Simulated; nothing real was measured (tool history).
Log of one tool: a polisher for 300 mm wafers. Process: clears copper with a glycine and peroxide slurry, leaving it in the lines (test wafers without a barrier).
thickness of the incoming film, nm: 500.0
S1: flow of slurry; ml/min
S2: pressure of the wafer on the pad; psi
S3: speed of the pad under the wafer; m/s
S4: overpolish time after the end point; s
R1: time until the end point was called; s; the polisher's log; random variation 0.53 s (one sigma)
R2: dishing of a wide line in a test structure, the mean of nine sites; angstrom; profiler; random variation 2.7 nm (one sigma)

run 1 hour=0.0 | S1=240 S2=2.3 S3=1.24 S4=26 | R1=122.490 R2=684.01
run 2 hour=7.0 | S1=245 S2=2.5 S3=1.28 S4=27 | R1=112.170 R2=771.10
run 3 hour=13.6 | S1=245 S2=2.5 S3=1.10 S4=27 | R1=126.040 R2=729.17
run 4 hour=15.4 | S1=250 S2=2.7 S3=1.16 S4=27 | R1=115.930 R2=772.44
run 5 hour=24.3 | S1=250 S2=2.7 S3=1.16 S4=16 | R1=114.210 R2=531.95
-- hour=32.0 worn pad replaced by a new one
run 6 hour=32.0 | S1=250 S2=2.7 S3=1.16 S4=23 | R1=103.460 R2=716.85
run 7 hour=39.6 | S1=260 S2=2.8 S3=1.16 S4=24 | R1=99.763 R2=800.45
run 8 hour=45.8 | S1=275 S2=2.8 S3=1.16 S4=24 | R1=99.521 R2=801.86
run 9 hour=48.2 | S1=275 S2=2.8 S3=1.16 S4=24 | R1=99.937 R2=814.31
run 10 hour=54.5 | S1=290 S2=2.9 S3=1.16 S4=24 | R1=95.870 R2=791.80

Forecast run 11:
run 11 hour=63.2 | S1=295 S2=3.0 S3=1.16 S4=25 | R1=? R2=?

Run 11 gave R1 94.219 s, R2 833.22 angstrom.
